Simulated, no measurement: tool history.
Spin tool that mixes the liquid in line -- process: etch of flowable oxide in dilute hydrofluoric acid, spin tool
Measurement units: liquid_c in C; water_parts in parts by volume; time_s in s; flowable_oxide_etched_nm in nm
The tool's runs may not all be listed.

{"run": 1, "hour": 0.0, "liquid_c": 24.0, "water_parts": 220, "time_s": 245, "flowable_oxide_etched_nm": 41.866}
{"run": 2, "hour": 3.8, "liquid_c": 22.5, "water_parts": 220, "time_s": 245, "flowable_oxide_etched_nm": 39.588}
{"run": 3, "hour": 10.6, "liquid_c": 22.5, "water_parts": 295, "time_s": 245, "flowable_oxide_etched_nm": 27.607}
{"run": 4, "hour": 12.4, "liquid_c": 22.5, "water_parts": 295, "time_s": 260, "flowable_oxide_etched_nm": 29.001}
{"run": 5, "hour": 13.7, "liquid_c": 22.5, "water_parts": 240, "time_s": 260, "flowable_oxide_etched_nm": 38.102}
{"run": 6, "hour": 15.2, "liquid_c": 22.5, "water_parts": 280, "time_s": 260, "flowable_oxide_etched_nm": 31.071}
{"run": 7, "hour": 17.9, "liquid_c": 24.0, "water_parts": 260, "time_s": 260, "flowable_oxide_etched_nm": 35.91}
{"run": 8, "hour": 25.6, "liquid_c": 25.0, "water_parts": 240, "time_s": 260, "flowable_oxide_etched_nm": 40.911}
{"run": 9, "hour": 32.6, "liquid_c": 26.0, "water_parts": 225, "time_s": 260, "flowable_oxide_etched_nm": 46.782}
{"run": 10, "hour": 36.3, "liquid_c": 27.0, "water_parts": 215, "time_s": 260, "flowable_oxide_etched_nm": 50.188}
{"run": 11, "hour": 41.5, "liquid_c": 27.5, "water_parts": 205, "time_s": 260, "flowable_oxide_etched_nm": 55.152}
{"run": 12, "hour": 44.4, "liquid_c": 28.0, "water_parts": 195, "time_s": 260, "flowable_oxide_etched_nm": 58.733}
{"run": 13, "hour": 53.0, "liquid_c": 32.0, "water_parts": 140, "time_s": 260, "flowable_oxide_etched_nm": 102.13}

Run 14, settings as shown, results not yet in. Your forecast:
{"run": 14, "hour": 55.4, "liquid_c": 32.0, "water_parts": 140, "time_s": 260, "flowable_oxide_etched_nm": "?"}

{"run 14": {"flowable_oxide_etched_nm": 103.16}}
